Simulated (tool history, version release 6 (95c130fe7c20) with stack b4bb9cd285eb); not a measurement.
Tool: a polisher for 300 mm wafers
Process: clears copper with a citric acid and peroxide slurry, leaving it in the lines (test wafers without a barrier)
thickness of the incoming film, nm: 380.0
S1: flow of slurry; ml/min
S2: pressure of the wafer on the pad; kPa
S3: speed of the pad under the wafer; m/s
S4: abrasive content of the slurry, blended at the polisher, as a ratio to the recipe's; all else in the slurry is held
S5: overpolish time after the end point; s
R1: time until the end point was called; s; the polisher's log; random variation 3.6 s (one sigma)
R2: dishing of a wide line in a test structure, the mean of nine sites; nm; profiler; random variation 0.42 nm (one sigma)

run,hour,S1,S2,S3,S4,S5,R1,R2
1,0.0,170,25.5,0.88,1.0,20,199.53,27.173
2,8.8,170,23.4,0.88,1.0,19,218.04,24.095
3,9.6,145,23.4,0.88,1.0,19,223.46,23.662
4,18.0,105,23.4,0.88,1.0,19,234.33,22.558
5,20.8,105,23.4,0.88,1.0,25,246.96,27.422
6,28.2,105,23.4,0.88,0.8,25,254.03,27.637
7,34.2,110,22.8,0.88,0.8,22,252.00,24.178

Forecast run 8:
8,41.7,110,22.1,0.88,0.8,21,?,?

R1: 265.52 s
R2: 23.316 nm

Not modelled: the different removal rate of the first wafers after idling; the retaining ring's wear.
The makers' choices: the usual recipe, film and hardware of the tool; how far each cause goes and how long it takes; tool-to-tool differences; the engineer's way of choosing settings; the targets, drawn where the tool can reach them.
